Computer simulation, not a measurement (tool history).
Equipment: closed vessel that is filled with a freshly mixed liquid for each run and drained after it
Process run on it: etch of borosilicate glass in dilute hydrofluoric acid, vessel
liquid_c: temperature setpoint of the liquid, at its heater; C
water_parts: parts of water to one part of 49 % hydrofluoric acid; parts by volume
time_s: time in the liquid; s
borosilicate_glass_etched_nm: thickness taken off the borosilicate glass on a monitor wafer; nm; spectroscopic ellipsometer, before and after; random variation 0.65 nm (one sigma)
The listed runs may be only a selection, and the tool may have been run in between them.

run,hour,liquid_c,water_parts,time_s,borosilicate_glass_etched_nm
1,0,24,145,485,80.599
2,3.8,23,145,485,76.744
3,9.8,22.5,145,485,76.111
4,15.9,22,145,485,74.814
5,19.3,22,145,485,74.489
6,27.7,22,145,520,78.979
7,30.7,21,145,520,76.223
8,34.5,20.5,145,520,75.906

For run 9, what comes out?
9,42.3,20,145,520,?

Run 9 produced borosilicate_glass_etched_nm 74.076 nm.
